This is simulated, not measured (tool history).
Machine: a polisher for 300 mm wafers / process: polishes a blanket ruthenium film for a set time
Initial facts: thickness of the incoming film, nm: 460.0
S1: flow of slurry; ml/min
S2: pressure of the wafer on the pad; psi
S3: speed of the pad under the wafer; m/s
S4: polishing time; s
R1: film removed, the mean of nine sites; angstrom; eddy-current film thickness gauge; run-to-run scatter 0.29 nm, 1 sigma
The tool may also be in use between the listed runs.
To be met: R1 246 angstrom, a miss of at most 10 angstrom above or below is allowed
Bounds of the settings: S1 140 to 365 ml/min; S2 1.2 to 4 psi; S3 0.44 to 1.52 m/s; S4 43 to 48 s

{"run": 1, "hour": 0.0, "S1": 235, "S2": 2.6, "S3": 0.98, "S4": 48, "R1": 509.52}
{"run": 2, "hour": 6.4, "S1": 235, "S2": 2.6, "S3": 0.98, "S4": 43, "R1": 453.59}
{"run": 3, "hour": 8.4, "S1": 235, "S2": 2.3, "S3": 0.96, "S4": 43, "R1": 396.26}
{"run": 4, "hour": 15.5, "S1": 235, "S2": 2.9, "S3": 0.96, "S4": 43, "R1": 502.36}
{"hour": 17.7, "done": "worn pad replaced by a new one"}
{"run": 5, "hour": 17.7, "S1": 235, "S2": 2.9, "S3": 0.96, "S4": 43, "R1": 532.92}
{"run": 6, "hour": 25.8, "S1": 235, "S2": 3.2, "S3": 0.96, "S4": 43, "R1": 603.03}
{"run": 7, "hour": 30.7, "S1": 235, "S2": 3.2, "S3": 0.96, "S4": 43, "R1": 599.01}
{"run": 8, "hour": 31.6, "S1": 235, "S2": 2.8, "S3": 0.96, "S4": 43, "R1": 512.15}
{"run": 9, "hour": 35.3, "S1": 230, "S2": 2.1, "S3": 0.82, "S4": 43, "R1": 338.54}
{"run": 10, "hour": 43.4, "S1": 230, "S2": 1.4, "S3": 0.8, "S4": 43, "R1": 224.32}

4 candidate next runs follow, results not yet known. Just one meets every target within its allowed miss. Identify it.
{"run": "A", "hour": 51.5, "S1": 240, "S2": 2.1, "S3": 0.52, "S4": 43, "R1": "?"}
{"run": "B", "hour": 51.5, "S1": 170, "S2": 1.8, "S3": 0.74, "S4": 46, "R1": "?"}
{"run": "C", "hour": 51.5, "S1": 300, "S2": 1.5, "S3": 0.74, "S4": 43, "R1": "?"}
{"run": "D", "hour": 51.5, "S1": 185, "S2": 1.8, "S3": 0.64, "S4": 47, "R1": "?"}

move=A R1=221.07
move=B R1=271.04
move=C R1=229.77
move=D R1=244.56
A: further off than the last run
B: carries the result that was furthest off beyond its target, to the other side
C: moves toward the targets from the last run without getting all of them in spec
D: in spec on every target
Correct choice: D, which meets every target

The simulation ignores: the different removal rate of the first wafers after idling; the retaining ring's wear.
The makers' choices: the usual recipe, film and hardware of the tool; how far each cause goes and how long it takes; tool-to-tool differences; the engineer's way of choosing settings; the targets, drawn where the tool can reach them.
